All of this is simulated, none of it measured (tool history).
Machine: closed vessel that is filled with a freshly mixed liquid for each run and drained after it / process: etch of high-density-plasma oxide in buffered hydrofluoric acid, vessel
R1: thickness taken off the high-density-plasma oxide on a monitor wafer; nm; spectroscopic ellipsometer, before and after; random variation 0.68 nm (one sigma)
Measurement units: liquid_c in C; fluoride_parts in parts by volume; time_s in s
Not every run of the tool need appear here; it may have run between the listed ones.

{"run": 1, "day": 0.0, "liquid_c": 22, "fluoride_parts": 11, "time_s": 105, "R1": 127.06}
{"run": 2, "day": 0.042, "liquid_c": 21.5, "fluoride_parts": 11.5, "time_s": 105, "R1": 117.66}
{"run": 3, "day": 0.388, "liquid_c": 20.5, "fluoride_parts": 11.5, "time_s": 105, "R1": 112.69}
{"run": 4, "day": 0.512, "liquid_c": 20.5, "fluoride_parts": 11.5, "time_s": 105, "R1": 110.28}
{"run": 5, "day": 0.625, "liquid_c": 23, "fluoride_parts": 11.5, "time_s": 105, "R1": 128.22}
{"run": 6, "day": 0.921, "liquid_c": 19.5, "fluoride_parts": 11.5, "time_s": 105, "R1": 103.61}
{"run": 7, "day": 1.212, "liquid_c": 19, "fluoride_parts": 11.5, "time_s": 105, "R1": 102.35}
{"run": 8, "day": 1.296, "liquid_c": 18.5, "fluoride_parts": 11.5, "time_s": 105, "R1": 100.03}

The next listed run, before its measurement:
{"run": 9, "day": 1.521, "liquid_c": 17.5, "fluoride_parts": 12.5, "time_s": 105, "R1": "?"}

Run 9 yielded R1 87.487 nm.
